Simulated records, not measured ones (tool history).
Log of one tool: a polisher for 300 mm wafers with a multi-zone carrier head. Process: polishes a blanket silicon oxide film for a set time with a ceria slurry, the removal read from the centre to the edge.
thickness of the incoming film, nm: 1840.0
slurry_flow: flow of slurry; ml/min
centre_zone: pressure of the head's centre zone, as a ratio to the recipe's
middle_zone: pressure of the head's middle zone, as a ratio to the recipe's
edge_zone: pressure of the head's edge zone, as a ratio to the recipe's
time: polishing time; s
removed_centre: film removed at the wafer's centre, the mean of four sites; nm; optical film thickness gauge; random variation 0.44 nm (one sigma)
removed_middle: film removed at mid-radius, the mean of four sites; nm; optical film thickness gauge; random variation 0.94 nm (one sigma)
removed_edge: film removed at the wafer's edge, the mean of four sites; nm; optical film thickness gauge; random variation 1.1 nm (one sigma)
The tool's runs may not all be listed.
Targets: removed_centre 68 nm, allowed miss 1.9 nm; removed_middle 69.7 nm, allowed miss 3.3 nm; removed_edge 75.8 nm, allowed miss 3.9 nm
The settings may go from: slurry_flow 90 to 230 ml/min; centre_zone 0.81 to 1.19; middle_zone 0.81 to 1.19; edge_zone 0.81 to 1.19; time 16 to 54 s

| run | hour | slurry_flow | centre_zone | middle_zone | edge_zone | time | removed_centre | removed_middle | removed_edge |
|---|---|---|---|---|---|---|---|---|---|
| 1 | 0 | 150 | 1 | 1 | 1 | 35 | 116.37 | 127.73 | 131.97 |
| 2 | 7.2 | 160 | 1 | 1 | 1 | 35 | 119.44 | 128.01 | 131.89 |
| 3 | 15.1 | 160 | 1 | 0.93 | 1 | 35 | 118.71 | 119.77 | 130.63 |
| 4 | 15.9 | 160 | 1 | 0.93 | 1 | 29 | 98.12 | 100.57 | 111.84 |
| 5 | 20.6 | 160 | 1 | 0.93 | 0.96 | 29 | 97.584 | 100.32 | 104.78 |
| 6 | 27.2 | 160 | 1 | 0.93 | 0.99 | 29 | 98.22 | 102.63 | 110.01 |
| 7 | 28.6 | 150 | 0.99 | 0.89 | 0.96 | 26 | 85.574 | 84.937 | 93.913 |
| 8 | 36.1 | 135 | 0.96 | 0.88 | 0.93 | 26 | 81.197 | 84.483 | 94.322 |
|  | 36.8 | centre zone pressure recalibrated |
| 9 | 36.8 | 135 | 0.95 | 0.86 | 0.9 | 25 | 86.579 | 78.926 | 88.577 |

Which of these 5 next moves meets every target?
| A | 37.5 | 155 | 0.95 | 1.19 | 0.81 | 22 | ? | ? | ? |
| B | 37.5 | 125 | 0.94 | 0.81 | 0.96 | 29 | ? | ? | ? |
| C | 37.5 | 125 | 0.89 | 1.03 | 0.97 | 19 | ? | ? | ? |
| D | 37.5 | 130 | 0.81 | 0.81 | 1.08 | 21 | ? | ? | ? |
| E | 37.5 | 160 | 0.9 | 0.91 | 0.98 | 20 | ? | ? | ? |

| move | removed_centre | removed_middle | removed_edge |
|---|---|---|---|
| A | 79.176 | 92.988 | 75.888 |
| B | 99.179 | 85.683 | 105.99 |
| C | 61.965 | 68.57 | 69.581 |
| D | 63.352 | 62.482 | 81.665 |
| E | 68.796 | 67.632 | 75.801 |
A: nearer than the last run, and not there yet
B: further off than the last run
C: takes the result that was furthest off past its target
D: takes the result that was furthest off past its target
E: meets every target
Move E is the one to make.
